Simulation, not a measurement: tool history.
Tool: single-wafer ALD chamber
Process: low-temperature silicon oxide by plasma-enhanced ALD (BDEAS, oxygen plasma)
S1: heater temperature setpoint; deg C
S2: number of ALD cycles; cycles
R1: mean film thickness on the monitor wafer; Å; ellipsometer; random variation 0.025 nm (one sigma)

{"run": 1, "hour": 0.0, "S1": 120, "S2": 30, "R1": 43.732}
{"run": 2, "hour": 2.7, "S1": 126, "S2": 30, "R1": 42.953}
{"run": 3, "hour": 10.5, "S1": 126, "S2": 27, "R1": 38.817}
{"run": 4, "hour": 13.2, "S1": 135, "S2": 27, "R1": 37.983}
{"run": 5, "hour": 15.8, "S1": 132, "S2": 28, "R1": 40.032}
{"run": 6, "hour": 23.7, "S1": 132, "S2": 29, "R1": 41.378}
{"run": 7, "hour": 25.0, "S1": 132, "S2": 30, "R1": 42.328}

The next listed run, before its measurement:
{"run": 8, "hour": 28.7, "S1": 124, "S2": 35, "R1": "?"}

R1: 50.380 Å

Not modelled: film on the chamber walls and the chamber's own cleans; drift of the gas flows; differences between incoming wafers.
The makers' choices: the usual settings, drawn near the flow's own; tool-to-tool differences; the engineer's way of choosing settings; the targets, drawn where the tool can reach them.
